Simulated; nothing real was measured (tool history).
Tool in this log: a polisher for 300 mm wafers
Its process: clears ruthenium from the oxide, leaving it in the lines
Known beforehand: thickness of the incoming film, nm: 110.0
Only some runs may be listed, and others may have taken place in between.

run,hour,flow of slurry (ml/min),pressure of the wafer on the pad (psi),speed of the pad under the wafer (cm/s),overpolish time after the end point (s),time until the end point was called (s)
1,0.0,315,2.3,128,29,52.968
2,5.5,240,2.3,128,29,53.903
3,7.9,240,2.0,128,29,58.200
4,13.3,240,1.9,124,29,60.835
5,18.1,240,2.3,124,29,55.050
6,20.8,205,2.3,124,29,56.987
7,27.3,205,2.1,120,29,60.260
8,35.5,205,2.0,116,29,63.505

Run 9 is up next; what results do you expect?
9,39.6,205,1.9,112,29,?

time until the end point was called (s): 67.809
